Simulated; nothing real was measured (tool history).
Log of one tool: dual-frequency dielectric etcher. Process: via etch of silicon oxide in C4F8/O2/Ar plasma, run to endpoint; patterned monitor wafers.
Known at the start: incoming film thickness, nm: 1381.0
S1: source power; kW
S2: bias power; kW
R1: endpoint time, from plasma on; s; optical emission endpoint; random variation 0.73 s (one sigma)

{"run": 1, "hour": 0.0, "S1": 2.17, "S2": 2.181, "R1": 261.79}
{"run": 2, "hour": 1.7, "S1": 2.36, "S2": 2.253, "R1": 252.94}
{"run": 3, "hour": 4.3, "S1": 2.7, "S2": 2.253, "R1": 240.95}
{"run": 4, "hour": 6.7, "S1": 2.7, "S2": 2.559, "R1": 231.98}
{"hour": 7.7, "done": "wet clean of the chamber"}
{"run": 5, "hour": 7.7, "S1": 3.03, "S2": 2.559, "R1": 212.73}
{"run": 6, "hour": 16.2, "S1": 3.03, "S2": 2.559, "R1": 212.82}
{"run": 7, "hour": 23.2, "S1": 3, "S2": 2.551, "R1": 214.41}

Run 8 comes next. What will it give?
{"run": 8, "hour": 28.6, "S1": 2.97, "S2": 2.545, "R1": "?"}

{"run 8": {"R1": 213.87}}

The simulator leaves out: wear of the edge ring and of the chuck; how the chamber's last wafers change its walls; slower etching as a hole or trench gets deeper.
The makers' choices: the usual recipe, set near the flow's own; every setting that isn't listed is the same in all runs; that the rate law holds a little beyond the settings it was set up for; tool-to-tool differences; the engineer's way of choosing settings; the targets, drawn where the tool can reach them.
